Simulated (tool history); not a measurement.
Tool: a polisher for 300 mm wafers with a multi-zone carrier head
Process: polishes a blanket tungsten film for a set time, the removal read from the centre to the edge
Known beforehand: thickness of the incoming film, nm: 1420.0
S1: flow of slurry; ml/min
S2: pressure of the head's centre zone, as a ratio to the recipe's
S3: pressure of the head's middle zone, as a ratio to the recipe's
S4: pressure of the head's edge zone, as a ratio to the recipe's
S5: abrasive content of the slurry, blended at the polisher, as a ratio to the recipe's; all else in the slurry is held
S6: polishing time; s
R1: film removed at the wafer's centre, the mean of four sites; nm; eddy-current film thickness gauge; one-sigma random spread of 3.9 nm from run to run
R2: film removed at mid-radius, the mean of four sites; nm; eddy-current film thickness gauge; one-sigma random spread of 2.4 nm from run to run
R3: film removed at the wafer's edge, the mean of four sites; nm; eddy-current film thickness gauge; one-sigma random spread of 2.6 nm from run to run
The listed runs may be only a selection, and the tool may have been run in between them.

run  hour   S1    S2    S3    S4    S5  S6      R1      R2      R3
  1   0.0  280  1.00  1.00  1.00  1.00  57  309.30  305.83  306.21
  2   3.8  280  1.00  1.00  1.03  1.00  57  305.24  302.33  315.30
  3   9.4  350  1.00  1.00  1.03  1.00  57  312.49  305.94  320.22
  4  17.5  350  1.00  1.00  1.03  1.00  62  340.93  336.60  342.64
  5  26.0  350  1.00  1.00  1.03  1.20  62  356.23  353.77  358.89
  6  28.8  350  1.08  1.00  1.03  1.20  62  380.11  350.23  358.43
  7  36.5  345  1.03  0.95  1.03  1.00  61  341.69  318.19  343.50
  8  44.6  345  1.01  0.92  1.02  0.85  60  320.26  298.22  319.94
  9  46.3  345  1.01  0.92  1.02  0.85  60  315.03  296.38  322.39
 10  49.3  345  1.00  0.89  1.02  0.75  60  308.64  271.63  313.58

Run 11 is up next; what results do you expect?
 11  52.3  340  0.97  0.88  1.01  0.75  60   ?   ?   ?

R1: 298.34 nm
R2: 275.05 nm
R3: 308.64 nm
